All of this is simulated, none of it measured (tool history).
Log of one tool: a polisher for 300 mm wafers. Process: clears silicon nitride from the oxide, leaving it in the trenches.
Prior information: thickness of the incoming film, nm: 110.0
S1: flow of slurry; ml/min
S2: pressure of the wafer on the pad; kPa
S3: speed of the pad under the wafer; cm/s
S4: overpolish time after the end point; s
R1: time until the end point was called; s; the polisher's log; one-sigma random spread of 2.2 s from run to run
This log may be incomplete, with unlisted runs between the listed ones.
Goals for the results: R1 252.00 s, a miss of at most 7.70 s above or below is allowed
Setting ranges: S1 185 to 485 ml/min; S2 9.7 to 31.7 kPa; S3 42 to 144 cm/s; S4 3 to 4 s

{"run": 1, "hour": 0.0, "S1": 310, "S2": 20.7, "S3": 92, "S4": 4, "R1": 163.65}
{"run": 2, "hour": 9.0, "S1": 310, "S2": 20.7, "S3": 76, "S4": 4, "R1": 196.76}
{"run": 3, "hour": 14.9, "S1": 310, "S2": 19.3, "S3": 76, "S4": 4, "R1": 210.21}
{"run": 4, "hour": 18.3, "S1": 350, "S2": 19.3, "S3": 76, "S4": 4, "R1": 204.79}
{"run": 5, "hour": 25.8, "S1": 350, "S2": 19.3, "S3": 76, "S4": 4, "R1": 205.42}
{"run": 6, "hour": 28.4, "S1": 350, "S2": 19.3, "S3": 90, "S4": 4, "R1": 179.2}
{"run": 7, "hour": 37.4, "S1": 350, "S2": 17.2, "S3": 90, "S4": 4, "R1": 191.11}
{"run": 8, "hour": 38.7, "S1": 350, "S2": 15.2, "S3": 90, "S4": 4, "R1": 213.9}
{"run": 9, "hour": 45.4, "S1": 345, "S2": 14.5, "S3": 90, "S4": 4, "R1": 222.23}
{"run": 10, "hour": 53.8, "S1": 335, "S2": 13.8, "S3": 90, "S4": 4, "R1": 231.38}
{"run": 11, "hour": 62.7, "S1": 320, "S2": 13.1, "S3": 90, "S4": 4, "R1": 242.4}

4 next moves are on the table. One of them brings every result within its allowed miss. Which?
{"run": "A", "hour": 71.6, "S1": 425, "S2": 9.7, "S3": 116, "S4": 3, "R1": "?"}
{"run": "B", "hour": 71.6, "S1": 315, "S2": 13.1, "S3": 86, "S4": 4, "R1": "?"}
{"run": "C", "hour": 71.6, "S1": 315, "S2": 12.4, "S3": 98, "S4": 3, "R1": "?"}
{"run": "D", "hour": 71.6, "S1": 350, "S2": 12.4, "S3": 82, "S4": 3, "R1": "?"}

move=A R1=232.95
move=B R1=253.08
move=C R1=233.90
move=D R1=272.12
A: lands further from the targets than the last run did
B: meets every target
C: lands further from the targets than the last run did
D: pushes the last run's worst result past its target
Move B is the one to make.
